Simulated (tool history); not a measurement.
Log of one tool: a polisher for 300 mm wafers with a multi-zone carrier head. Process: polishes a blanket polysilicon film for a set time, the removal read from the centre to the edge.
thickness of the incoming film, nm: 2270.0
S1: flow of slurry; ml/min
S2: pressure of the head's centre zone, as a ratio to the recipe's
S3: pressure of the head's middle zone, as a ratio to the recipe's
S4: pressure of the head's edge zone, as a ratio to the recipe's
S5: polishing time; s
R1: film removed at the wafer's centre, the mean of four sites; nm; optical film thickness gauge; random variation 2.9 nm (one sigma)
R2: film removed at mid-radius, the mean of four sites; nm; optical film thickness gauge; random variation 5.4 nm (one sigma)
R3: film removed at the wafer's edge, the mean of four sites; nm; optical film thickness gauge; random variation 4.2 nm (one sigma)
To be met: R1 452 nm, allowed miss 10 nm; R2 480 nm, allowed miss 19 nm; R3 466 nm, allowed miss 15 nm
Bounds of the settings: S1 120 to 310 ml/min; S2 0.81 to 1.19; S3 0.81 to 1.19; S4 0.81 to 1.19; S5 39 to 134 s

run	day	S1	S2	S3	S4	S5	R1	R2	R3
1	0	200	1	1	1	86	590.45	569.04	552.2
2	0.058	190	0.97	0.98	0.97	85	564.89	562.7	547.69
3	0.279	190	0.97	0.93	0.97	85	564.68	530.41	542.08
4	0.35	190	0.97	0.9	0.97	85	557.62	516.07	542.81
# day 0.467: edge zone pressure recalibrated
5	0.467	190	0.97	0.9	0.97	101	665.78	625.43	667.29
6	0.567	190	0.95	0.9	0.95	95	616.71	582.25	632.43
7	0.804	160	0.92	1	0.85	71	431.58	475.67	432.11
8	1.004	165	0.92	0.99	0.87	71	435.96	465.87	447.51
9	1.308	170	0.92	0.99	0.88	71	438.92	463.19	444.28
10	1.604	175	0.92	0.99	0.89	71	435.34	471.91	451.32

Which of these 4 next moves meets every target?
A	1.9	185	0.94	1.04	0.81	71	?	?	?
B	1.9	180	0.99	0.99	0.88	68	?	?	?
C	1.9	160	0.96	1.05	0.98	71	?	?	?
D	1.9	125	0.81	0.95	0.88	78	?	?	?

move	R1	R2	R3
A	453.71	494.89	429.32
B	456.05	453.01	425.91
C	454.52	490.18	462.35
D	405.46	479.74	472.66
A: brings the result that was furthest off to its target, and leaves another outside
B: brings the result that was furthest off to its target, and leaves another outside
C: meets every target
D: further off than the last run
Answer: C

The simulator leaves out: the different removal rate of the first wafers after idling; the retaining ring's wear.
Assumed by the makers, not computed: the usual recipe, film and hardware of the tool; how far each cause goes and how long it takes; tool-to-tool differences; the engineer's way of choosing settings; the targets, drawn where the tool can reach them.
